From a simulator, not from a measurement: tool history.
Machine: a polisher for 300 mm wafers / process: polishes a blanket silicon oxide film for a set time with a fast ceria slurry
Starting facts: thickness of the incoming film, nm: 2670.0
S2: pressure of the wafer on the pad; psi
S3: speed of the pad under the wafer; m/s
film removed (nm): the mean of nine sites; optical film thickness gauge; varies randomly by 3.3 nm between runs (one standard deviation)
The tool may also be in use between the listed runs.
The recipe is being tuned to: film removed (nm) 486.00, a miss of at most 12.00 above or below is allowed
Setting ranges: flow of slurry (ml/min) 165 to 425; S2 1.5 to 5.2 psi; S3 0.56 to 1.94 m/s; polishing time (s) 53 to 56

run 1 day=0.000 | flow_of_slurry_(ml/min)=275 S2=3.3 S3=1.24 polishing_time_(s)=53 | film_removed_(nm)=1599.30
run 2 day=0.304 | flow_of_slurry_(ml/min)=245 S2=2.8 S3=1.06 polishing_time_(s)=53 | film_removed_(nm)=1165.70
run 3 day=0.375 | flow_of_slurry_(ml/min)=245 S2=2.8 S3=0.92 polishing_time_(s)=53 | film_removed_(nm)=1017.30
run 4 day=0.562 | flow_of_slurry_(ml/min)=235 S2=2.5 S3=0.82 polishing_time_(s)=53 | film_removed_(nm)=809.26
run 5 day=0.788 | flow_of_slurry_(ml/min)=235 S2=2.2 S3=0.78 polishing_time_(s)=53 | film_removed_(nm)=671.59
run 6 day=0.825 | flow_of_slurry_(ml/min)=235 S2=2.6 S3=0.78 polishing_time_(s)=53 | film_removed_(nm)=799.68
run 7 day=0.933 | flow_of_slurry_(ml/min)=235 S2=2.3 S3=0.76 polishing_time_(s)=53 | film_removed_(nm)=702.28
run 8 day=1.162 | flow_of_slurry_(ml/min)=235 S2=2.1 S3=0.74 polishing_time_(s)=53 | film_removed_(nm)=617.73
run 9 day=1.396 | flow_of_slurry_(ml/min)=235 S2=2.0 S3=0.74 polishing_time_(s)=53 | film_removed_(nm)=595.17
run 10 day=1.508 | flow_of_slurry_(ml/min)=235 S2=1.9 S3=0.74 polishing_time_(s)=53 | film_removed_(nm)=559.16
run 11 day=1.550 | flow_of_slurry_(ml/min)=235 S2=1.9 S3=0.74 polishing_time_(s)=53 | film_removed_(nm)=567.56
run 12 day=1.904 | flow_of_slurry_(ml/min)=235 S2=1.8 S3=0.74 polishing_time_(s)=53 | film_removed_(nm)=532.02
run 13 day=2.275 | flow_of_slurry_(ml/min)=235 S2=1.7 S3=0.74 polishing_time_(s)=53 | film_removed_(nm)=505.52

Which one of the following 5 next-run settings gets every result inside its allowed miss? There is exactly one.
run A day=2.646 | flow_of_slurry_(ml/min)=255 S2=1.5 S3=0.84 polishing_time_(s)=53 | film_removed_(nm)=?
run B day=2.646 | flow_of_slurry_(ml/min)=220 S2=1.8 S3=0.64 polishing_time_(s)=56 | film_removed_(nm)=?
run C day=2.646 | flow_of_slurry_(ml/min)=215 S2=1.7 S3=0.78 polishing_time_(s)=53 | film_removed_(nm)=?
run D day=2.646 | flow_of_slurry_(ml/min)=205 S2=2.0 S3=0.64 polishing_time_(s)=54 | film_removed_(nm)=?
run E day=2.646 | flow_of_slurry_(ml/min)=255 S2=1.7 S3=0.74 polishing_time_(s)=53 | film_removed_(nm)=?

move=A film_removed_(nm)=512.74
move=B film_removed_(nm)=487.44
move=C film_removed_(nm)=525.56
move=D film_removed_(nm)=514.13
move=E film_removed_(nm)=511.09
A: further off than the last run
B: meets every target
C: further off than the last run
D: further off than the last run
E: further off than the last run
Correct choice: B, which meets every target

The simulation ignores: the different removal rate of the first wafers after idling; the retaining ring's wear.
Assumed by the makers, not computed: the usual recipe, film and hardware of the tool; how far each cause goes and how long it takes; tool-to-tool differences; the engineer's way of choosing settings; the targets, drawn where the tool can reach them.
